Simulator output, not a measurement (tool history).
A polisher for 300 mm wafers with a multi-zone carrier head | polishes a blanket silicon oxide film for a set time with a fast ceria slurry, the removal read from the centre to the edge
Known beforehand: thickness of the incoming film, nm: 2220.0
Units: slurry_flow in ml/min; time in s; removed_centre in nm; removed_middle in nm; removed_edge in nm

run    day  slurry_flow  centre_zone  middle_zone  edge_zone  time  removed_centre  removed_middle  removed_edge
  1      0          250            1            1          1    57           665.9          641.31        628.45
  2  0.142          250            1            1          1    69          809.63           759.6        775.05
  3  0.271          250            1         1.05          1    69           798.2          796.28        778.67
  4  0.412          250            1         1.05          1    62          728.11          732.72         695.5
  5    0.7          250         0.94         1.05          1    62          674.35          702.47        682.04
  6  0.771          245         0.93         1.04       0.99    58          622.27          667.06        646.46
  7  1.067          235         0.93         1.03       0.97    55          580.94          623.82        603.62
  8  1.304          225         0.93         1.02       0.95    52          561.87          571.44           577
  9   1.35          230         0.92         1.02       0.94    49          525.56           556.6        523.35

Forecast run 10:
 10  1.438          230         0.91         1.01       0.93    47               ?               ?             ?

removed_centre: 498.57 nm
removed_middle: 523.52 nm
removed_edge: 513.12 nm

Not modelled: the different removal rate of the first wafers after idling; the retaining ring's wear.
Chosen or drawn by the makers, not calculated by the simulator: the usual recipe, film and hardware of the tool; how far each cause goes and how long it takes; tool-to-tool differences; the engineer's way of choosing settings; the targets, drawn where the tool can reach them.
